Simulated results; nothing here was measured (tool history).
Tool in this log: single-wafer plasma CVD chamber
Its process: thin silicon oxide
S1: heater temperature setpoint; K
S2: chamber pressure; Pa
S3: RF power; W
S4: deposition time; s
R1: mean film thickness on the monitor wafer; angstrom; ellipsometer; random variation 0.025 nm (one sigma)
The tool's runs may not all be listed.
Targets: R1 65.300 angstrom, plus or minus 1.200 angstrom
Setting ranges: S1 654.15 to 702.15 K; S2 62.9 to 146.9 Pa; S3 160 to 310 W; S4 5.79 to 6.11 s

run	hour	S1	S2	S3	S4	R1
1	0.0	678.15	104.9	235	6.11	100.060
2	7.4	678.15	94.9	230	6.09	89.745
3	15.6	670.15	94.9	230	6.09	90.563
4	16.6	670.15	94.9	255	6.09	92.766
5	22.0	670.15	87.3	250	6.05	84.780
6	23.6	670.15	87.3	250	6.11	85.288
7	29.4	670.15	81.5	250	6.10	79.175
8	30.9	670.15	77.5	250	6.10	73.976
9	37.6	671.15	75.3	250	6.10	72.216
10	42.2	673.15	73.7	250	6.10	70.556
11	49.1	676.15	72.8	250	6.10	68.812

Of the 5 settings listed for the next run, only one would bring every result within its allowed miss of target. Which one?
A	56.0	682.15	71.1	245	5.79	?
B	56.0	671.15	75.7	255	6.03	?
C	56.0	672.15	71.7	230	6.03	?
D	56.0	680.15	68.5	250	6.02	?
E	56.0	680.15	69.7	305	6.04	?

move	R1
A	63.132
B	72.283
C	65.545
D	63.478
E	69.349
A: takes the result that was furthest off past its target
B: lands further from the targets than the last run did
C: meets every target
D: takes the result that was furthest off past its target
E: lands further from the targets than the last run did
Move C is the one to make.
